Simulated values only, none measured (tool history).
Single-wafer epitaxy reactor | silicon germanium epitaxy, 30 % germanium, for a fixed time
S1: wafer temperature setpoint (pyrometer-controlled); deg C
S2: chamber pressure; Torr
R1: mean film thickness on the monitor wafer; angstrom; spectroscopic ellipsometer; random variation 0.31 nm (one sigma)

run 1 hour=0.0 | S1=605 S2=19.9 | R1=642.98
run 2 hour=6.6 | S1=605 S2=22.2 | R1=669.97
run 3 hour=7.2 | S1=605 S2=19.4 | R1=642.24
run 4 hour=10.8 | S1=611 S2=19.4 | R1=722.49
run 5 hour=15.1 | S1=611 S2=18.1 | R1=700.62
run 6 hour=16.9 | S1=614 S2=18.2 | R1=753.11
run 7 hour=25.3 | S1=616 S2=18.3 | R1=778.95
run 8 hour=33.0 | S1=618 S2=18.4 | R1=818.80

Forecast run 9:
run 9 hour=36.4 | S1=619 S2=18.4 | R1=?

{"run 9": {"R1": 833.37}}

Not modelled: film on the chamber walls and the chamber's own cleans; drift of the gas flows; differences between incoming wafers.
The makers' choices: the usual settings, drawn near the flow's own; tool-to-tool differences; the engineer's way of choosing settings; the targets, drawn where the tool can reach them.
